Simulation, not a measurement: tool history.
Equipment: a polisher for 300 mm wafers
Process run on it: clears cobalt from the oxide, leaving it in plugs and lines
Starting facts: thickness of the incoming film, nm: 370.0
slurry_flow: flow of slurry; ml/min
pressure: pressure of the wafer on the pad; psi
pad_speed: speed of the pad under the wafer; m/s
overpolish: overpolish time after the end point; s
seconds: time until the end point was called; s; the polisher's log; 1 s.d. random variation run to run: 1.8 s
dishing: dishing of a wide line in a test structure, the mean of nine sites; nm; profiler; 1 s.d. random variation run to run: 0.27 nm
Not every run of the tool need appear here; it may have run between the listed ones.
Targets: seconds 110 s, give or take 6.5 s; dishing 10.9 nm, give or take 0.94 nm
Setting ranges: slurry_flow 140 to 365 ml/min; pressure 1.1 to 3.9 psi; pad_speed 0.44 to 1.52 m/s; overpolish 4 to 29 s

run,hour,slurry_flow,pressure,pad_speed,overpolish,seconds,dishing
1,0,235,2.5,0.98,15,47.215,49.027
2,7.6,230,2.3,0.9,13,56.151,45.986
3,14.9,230,1.9,0.9,13,61.948,41.386
4,17.4,280,1.9,0.9,13,62.141,42.025
5,19.7,280,2.2,0.9,13,55.815,43.037
6,28.1,295,2,0.82,11,65.694,36.757
7,33.7,305,1.9,0.76,10,69.805,33.318
8,37.7,315,1.8,0.7,9,82.416,28.681
9,42.4,325,1.8,0.66,8,85.351,24.204
10,49.6,330,1.8,0.62,7,89.527,20.641
11,51.8,335,1.8,0.58,6,94.658,17.225
12,58.2,335,1.8,0.58,6,96.164,17.271
13,59.8,335,1.8,0.58,6,95.875,17.902
14,65.6,325,1.3,0.56,4,119.96,9.7242

Of the 5 settings listed for the next run, only one would bring every result within its allowed miss of target. Which one?
A,71.4,340,1.8,0.5,5,?,?
B,71.4,270,1.2,0.68,4,?,?
C,71.4,325,1.5,0.44,4,?,?
D,71.4,320,1.2,0.5,5,?,?
E,71.4,290,1.4,0.52,6,?,?

move,seconds,dishing
A,112.3,13.481
B,112.95,10.971
C,142.3,8.876
D,146.67,10.604
E,129.72,13.952
A: brings the result that was furthest off to its target, and leaves another outside
B: every result within its allowed miss
C: the biggest miss grows against the last run
D: the biggest miss grows against the last run
E: the biggest miss grows against the last run
The move that meets every target is B.
